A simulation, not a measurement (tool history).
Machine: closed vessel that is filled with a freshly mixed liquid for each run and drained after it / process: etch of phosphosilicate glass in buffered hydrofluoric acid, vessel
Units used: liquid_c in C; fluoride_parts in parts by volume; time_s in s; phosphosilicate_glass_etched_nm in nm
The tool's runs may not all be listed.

| run | hour | liquid_c | fluoride_parts | time_s | phosphosilicate_glass_etched_nm |
|---|---|---|---|---|---|
| 1 | 0 | 21 | 21 | 90 | 116.46 |
| 2 | 2.8 | 21 | 21 | 90 | 115.72 |
| 3 | 6.8 | 23.5 | 21 | 90 | 132.33 |
| 4 | 8 | 21.5 | 21 | 90 | 119.48 |
| 5 | 9 | 21.5 | 21 | 100 | 131.41 |
| 6 | 16.6 | 23.5 | 21 | 100 | 148.21 |
| 7 | 23.5 | 23.5 | 21 | 100 | 147.83 |
| 8 | 28.4 | 21.5 | 22.5 | 100 | 125.62 |
| 9 | 34.8 | 20 | 23 | 100 | 114.35 |

Predict the results of run 10:
| 10 | 40.3 | 19 | 23.5 | 100 | ? |

Run 10 measured phosphosilicate_glass_etched_nm 107.32 nm.
